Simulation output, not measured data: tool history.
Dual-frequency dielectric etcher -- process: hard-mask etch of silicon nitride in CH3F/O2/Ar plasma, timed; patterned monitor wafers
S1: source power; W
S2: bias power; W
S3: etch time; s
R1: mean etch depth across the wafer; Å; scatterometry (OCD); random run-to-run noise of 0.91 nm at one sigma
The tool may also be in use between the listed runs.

Run 1, day 0.000: S1 500 W, S2 81 W, S3 168.5 s. Result: R1 1358.4 Å.
Run 2, day 0.250: S1 530 W, S2 84 W, S3 169.0 s. Result: R1 1415.0 Å.
Run 3, day 0.600: S1 460 W, S2 84 W, S3 169.0 s. Result: R1 1299.6 Å.
Run 4, day 0.921: S1 460 W, S2 94 W, S3 169.0 s. Result: R1 1364.0 Å.
Run 5, day 1.042: S1 490 W, S2 94 W, S3 169.0 s. Result: R1 1419.6 Å.
Run 6, day 1.396: S1 490 W, S2 81 W, S3 169.0 s. Result: R1 1337.7 Å.
Run 7, day 1.671: S1 520 W, S2 82 W, S3 169.0 s. Result: R1 1384.4 Å.
Run 8, day 1.900: S1 550 W, S2 83 W, S3 169.0 s. Result: R1 1443.0 Å.

Predict the results of run 9:
Run 9, day 1.950: S1 570 W, S2 84 W, S3 169.0 s. Result: R1 ?.

R1: 1466.8 Å
